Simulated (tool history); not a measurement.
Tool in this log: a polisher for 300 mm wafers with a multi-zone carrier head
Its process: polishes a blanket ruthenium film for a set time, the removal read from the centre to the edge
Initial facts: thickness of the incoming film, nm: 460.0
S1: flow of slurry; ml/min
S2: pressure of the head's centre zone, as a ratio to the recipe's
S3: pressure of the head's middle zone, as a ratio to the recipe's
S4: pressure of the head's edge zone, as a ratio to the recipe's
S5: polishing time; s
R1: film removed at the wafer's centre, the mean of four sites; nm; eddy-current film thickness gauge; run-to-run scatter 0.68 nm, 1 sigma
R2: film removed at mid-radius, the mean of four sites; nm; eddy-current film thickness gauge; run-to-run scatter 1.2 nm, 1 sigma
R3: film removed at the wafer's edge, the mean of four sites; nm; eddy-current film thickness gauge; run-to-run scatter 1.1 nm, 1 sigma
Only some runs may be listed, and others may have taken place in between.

run	hour	S1	S2	S3	S4	S5	R1	R2	R3
1	0.0	130	1.00	1.00	1.00	83	106.730	105.630	103.130
2	4.8	130	1.00	1.05	1.00	83	106.550	112.980	103.200
3	7.5	125	0.97	1.04	0.99	80	97.482	104.140	97.754
4	14.7	120	0.95	1.04	0.97	78	92.803	103.940	93.547
5	21.5	115	0.93	1.03	0.96	76	87.073	96.434	88.993
6	28.3	115	0.93	1.00	0.96	76	87.828	93.366	89.913
7	32.6	110	0.91	1.00	0.95	75	83.834	92.040	88.439
8	39.5	105	0.90	1.00	0.94	74	79.994	91.601	84.837
9	40.2	105	0.89	0.99	0.93	73	77.897	85.490	82.787
10	48.4	100	0.88	0.99	0.92	73	75.581	84.709	84.047

Run 11, settings as shown, results not yet in. Your forecast:
11	50.9	105	0.86	1.05	0.89	64	?	?	?

Run 11 measured R1 65.950 nm, R2 82.089 nm, R3 71.104 nm.

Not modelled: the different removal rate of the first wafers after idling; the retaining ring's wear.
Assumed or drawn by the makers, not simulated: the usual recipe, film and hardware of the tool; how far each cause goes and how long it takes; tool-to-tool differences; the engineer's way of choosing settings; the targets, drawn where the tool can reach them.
